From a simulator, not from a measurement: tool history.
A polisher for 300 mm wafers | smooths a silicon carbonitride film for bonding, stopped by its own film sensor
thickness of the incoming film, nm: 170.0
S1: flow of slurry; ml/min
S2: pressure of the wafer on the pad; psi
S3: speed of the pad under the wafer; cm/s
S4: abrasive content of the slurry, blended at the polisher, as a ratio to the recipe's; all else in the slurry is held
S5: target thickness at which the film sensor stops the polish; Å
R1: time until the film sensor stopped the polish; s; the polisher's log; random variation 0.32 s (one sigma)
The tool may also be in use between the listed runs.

run,hour,S1,S2,S3,S4,S5,R1
1,0,300,2.5,100,1,1590,47.171
2,2.2,300,2.7,100,1,1590,43.881
3,5.3,300,2.7,80,1,1590,52.496
4,9.6,300,2.9,82,1,1590,48.154
5,14.3,300,2.9,98,1,1590,41.914
6,19.3,300,2.9,98,0.8,1590,45.795
7,20.1,300,3.1,98,0.8,1590,42.962
8,20.8,300,3.2,100,0.8,1590,41.639
9,24.6,300,3.3,102,0.8,1590,39.251
10,33.2,300,3.4,104,0.8,1590,36.994
11,35,300,3.4,104,0.8,1590,37.913
12,37.5,300,3.5,106,0.8,1590,36.312

The next listed run, before its measurement:
13,44.7,300,3.9,108,0.8,1590,?

{"run 13": {"R1": 32.463}}
